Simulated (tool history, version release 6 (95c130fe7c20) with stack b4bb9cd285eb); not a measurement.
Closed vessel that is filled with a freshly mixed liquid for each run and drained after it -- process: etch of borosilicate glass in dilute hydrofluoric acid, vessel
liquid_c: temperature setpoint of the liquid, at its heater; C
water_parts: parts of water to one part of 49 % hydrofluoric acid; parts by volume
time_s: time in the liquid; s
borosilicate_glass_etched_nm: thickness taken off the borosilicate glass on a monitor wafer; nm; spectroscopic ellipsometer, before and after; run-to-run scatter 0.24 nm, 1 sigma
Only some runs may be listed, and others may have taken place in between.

run	day	liquid_c	water_parts	time_s	borosilicate_glass_etched_nm
1	0.000	20.0	150	115	25.643
2	0.312	20.0	195	115	19.083
3	0.612	22.5	185	115	21.995
4	0.733	20.5	185	115	20.333
5	1.058	20.5	205	115	18.537
6	1.154	20.5	205	125	19.813

Run 7 is up next; what results do you expect?
7	1.288	23.0	195	125	?

Run 7 gave borosilicate_glass_etched_nm 22.887 nm.
